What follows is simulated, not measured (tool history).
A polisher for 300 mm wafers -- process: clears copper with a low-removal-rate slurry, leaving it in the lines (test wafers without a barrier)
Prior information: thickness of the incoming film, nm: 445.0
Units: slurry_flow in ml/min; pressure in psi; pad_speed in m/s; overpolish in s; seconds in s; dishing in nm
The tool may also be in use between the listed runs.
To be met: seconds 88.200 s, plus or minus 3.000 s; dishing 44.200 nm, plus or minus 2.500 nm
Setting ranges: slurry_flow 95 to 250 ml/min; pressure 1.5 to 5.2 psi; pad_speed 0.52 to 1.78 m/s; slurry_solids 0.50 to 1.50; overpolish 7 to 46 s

| run | day | slurry_flow | pressure | pad_speed | slurry_solids | overpolish | seconds | dishing |
|---|---|---|---|---|---|---|---|---|
| 1 | 0.000 | 160 | 3.3 | 1.14 | 1.00 | 24 | 94.874 | 67.231 |
| 2 | 0.121 | 165 | 3.3 | 1.14 | 1.00 | 20 | 93.344 | 56.204 |
| 3 | 0.325 | 170 | 3.3 | 1.14 | 1.00 | 18 | 95.050 | 54.307 |
| 4 | 0.346 | 170 | 3.3 | 1.14 | 1.15 | 18 | 94.371 | 54.951 |
| 5 | 0.371 | 135 | 3.3 | 1.14 | 1.15 | 18 | 96.692 | 53.807 |
| 6 | 0.429 | 135 | 3.3 | 1.14 | 1.00 | 18 | 97.557 | 52.265 |
| 7 | 0.508 | 140 | 3.4 | 1.14 | 1.00 | 16 | 95.271 | 49.406 |
| 8 | 0.712 | 145 | 3.5 | 1.14 | 1.00 | 15 | 90.579 | 47.723 |
| 9 | 0.738 | 145 | 3.5 | 1.14 | 1.00 | 14 | 92.468 | 45.450 |
| 10 | 0.950 | 160 | 3.6 | 1.14 | 1.00 | 12 | 88.421 | 42.292 |

Which one of the following 4 next-run settings gets every result inside its allowed miss? There is exactly one.
| A | 1.162 | 135 | 3.8 | 1.12 | 0.95 | 13 | ? | ? |
| B | 1.162 | 165 | 2.7 | 1.34 | 1.40 | 13 | ? | ? |
| C | 1.162 | 150 | 3.7 | 1.18 | 1.05 | 13 | ? | ? |
| D | 1.162 | 170 | 4.4 | 0.92 | 0.90 | 11 | ? | ? |

| move | seconds | dishing |
|---|---|---|
| A | 88.013 | 45.106 |
| B | 93.795 | 42.029 |
| C | 83.077 | 47.343 |
| D | 89.433 | 38.623 |
A: all results in spec
B: brings the last run's worst result on target, with another outside its allowed miss
C: takes the result that was furthest off past its target
D: its largest miss is bigger than the last run's
The move that meets every target is A.
